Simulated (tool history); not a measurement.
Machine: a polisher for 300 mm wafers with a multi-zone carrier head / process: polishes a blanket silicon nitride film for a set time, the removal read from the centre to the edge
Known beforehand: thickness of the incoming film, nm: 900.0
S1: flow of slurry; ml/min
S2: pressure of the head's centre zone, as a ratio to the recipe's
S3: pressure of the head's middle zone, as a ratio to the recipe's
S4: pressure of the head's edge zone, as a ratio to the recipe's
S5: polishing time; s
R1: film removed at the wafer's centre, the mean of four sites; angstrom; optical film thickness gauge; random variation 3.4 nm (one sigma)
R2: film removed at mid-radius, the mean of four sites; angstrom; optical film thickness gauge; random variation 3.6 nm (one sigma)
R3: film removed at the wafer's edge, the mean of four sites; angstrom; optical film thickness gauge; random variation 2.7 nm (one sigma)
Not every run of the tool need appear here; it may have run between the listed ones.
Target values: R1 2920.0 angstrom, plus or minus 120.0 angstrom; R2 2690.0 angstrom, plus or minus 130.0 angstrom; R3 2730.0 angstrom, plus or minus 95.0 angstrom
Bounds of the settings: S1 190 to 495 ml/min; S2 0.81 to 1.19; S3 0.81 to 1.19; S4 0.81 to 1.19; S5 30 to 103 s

run  hour   S1    S2    S3    S4  S5      R1      R2      R3
  1   0.0  320  1.00  1.00  1.00  66  1840.5  1810.7  1880.5
  2   2.4  320  1.01  1.01  1.01  69  1925.2  1916.8  1977.3
  3  10.5  320  1.07  1.01  1.01  69  2048.9  1911.8  2010.1
  4  13.1  325  1.08  1.02  1.02  71  2115.2  2012.5  2066.9
  5  19.0  325  1.09  1.02  1.02  73  2214.3  2013.1  2151.8
     21.1  -- edge zone pressure recalibrated
  6  21.1  325  1.13  1.02  1.02  73  2267.7  2021.6  2080.1
  7  25.5  325  1.13  1.03  1.03  75  2310.6  2125.1  2156.3
  8  27.8  325  1.13  1.03  1.04  77  2450.4  2136.5  2179.6
  9  32.1  330  1.12  1.03  1.03  79  2476.4  2228.7  2218.7

Exactly one of the 5 candidate moves below puts every result within its allowed miss. Which one?
  A  36.4  210  1.11  1.05  1.03  99   ?   ?   ?
  B  36.4  315  1.16  0.81  1.17  97   ?   ?   ?
  C  36.4  440  1.10  1.15  0.99  89   ?   ?   ?
  D  36.4  405  1.11  1.19  0.88  64   ?   ?   ?
  E  36.4  395  1.16  0.93  0.97  84   ?   ?   ?

move      R1      R2      R3
   A  2918.1  2675.5  2728.5
   B  3147.9  2248.5  2965.3
   C  2826.7  2789.2  2544.2
   D  2038.7  2050.5  1722.9
   E  2786.7  2206.4  2370.2
A: in spec on every target
B: moves the result that the last run missed by most past its target, out the other side
C: nearer the targets than the last run, but a result is still out of spec
D: moves away from the targets compared with the last run
E: nearer the targets than the last run, but a result is still out of spec
So the answer is move A, the one that meets all the targets.
